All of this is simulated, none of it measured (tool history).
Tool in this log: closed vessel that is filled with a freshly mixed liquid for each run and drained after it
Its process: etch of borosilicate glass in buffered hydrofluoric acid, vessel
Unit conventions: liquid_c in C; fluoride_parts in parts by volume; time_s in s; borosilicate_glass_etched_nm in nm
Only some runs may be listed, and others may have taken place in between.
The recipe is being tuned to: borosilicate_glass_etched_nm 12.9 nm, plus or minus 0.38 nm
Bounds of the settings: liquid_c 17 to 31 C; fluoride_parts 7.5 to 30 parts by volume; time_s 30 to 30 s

run 1 day=0 | liquid_c=23 fluoride_parts=22 time_s=30 | borosilicate_glass_etched_nm=15.875
run 2 day=0.217 | liquid_c=23 fluoride_parts=22 time_s=30 | borosilicate_glass_etched_nm=15.979
run 3 day=0.492 | liquid_c=26.5 fluoride_parts=22 time_s=30 | borosilicate_glass_etched_nm=19.279
run 4 day=0.65 | liquid_c=29.5 fluoride_parts=22 time_s=30 | borosilicate_glass_etched_nm=22.649
run 5 day=0.929 | liquid_c=29.5 fluoride_parts=22 time_s=30 | borosilicate_glass_etched_nm=22.75
run 6 day=1.096 | liquid_c=29.5 fluoride_parts=22 time_s=30 | borosilicate_glass_etched_nm=22.402
run 7 day=1.133 | liquid_c=26.5 fluoride_parts=22.5 time_s=30 | borosilicate_glass_etched_nm=19.203
run 8 day=1.4 | liquid_c=24 fluoride_parts=22.5 time_s=30 | borosilicate_glass_etched_nm=16.638
run 9 day=1.762 | liquid_c=24 fluoride_parts=22.5 time_s=30 | borosilicate_glass_etched_nm=16.655
run 10 day=1.8 | liquid_c=22.5 fluoride_parts=22.5 time_s=30 | borosilicate_glass_etched_nm=15.412
run 11 day=1.842 | liquid_c=21.5 fluoride_parts=22.5 time_s=30 | borosilicate_glass_etched_nm=14.486
run 12 day=2.183 | liquid_c=21 fluoride_parts=22.5 time_s=30 | borosilicate_glass_etched_nm=14.041
run 13 day=2.238 | liquid_c=20.5 fluoride_parts=22.5 time_s=30 | borosilicate_glass_etched_nm=13.762
run 14 day=2.288 | liquid_c=20 fluoride_parts=22.5 time_s=30 | borosilicate_glass_etched_nm=13.4

4 candidate next runs follow, results not yet known. Just one meets every target within its allowed miss. Identify it.
run A day=2.338 | liquid_c=22 fluoride_parts=27.5 time_s=30 | borosilicate_glass_etched_nm=?
run B day=2.338 | liquid_c=18.5 fluoride_parts=19.5 time_s=30 | borosilicate_glass_etched_nm=?
run C day=2.338 | liquid_c=19.5 fluoride_parts=20.5 time_s=30 | borosilicate_glass_etched_nm=?
run D day=2.338 | liquid_c=21.5 fluoride_parts=24.5 time_s=30 | borosilicate_glass_etched_nm=?

move=A borosilicate_glass_etched_nm=13.04
move=B borosilicate_glass_etched_nm=13.759
move=C borosilicate_glass_etched_nm=13.94
move=D borosilicate_glass_etched_nm=13.748
A: hits every target within its allowed miss
B: the biggest miss grows against the last run
C: the biggest miss grows against the last run
D: the biggest miss grows against the last run
A meets every target.
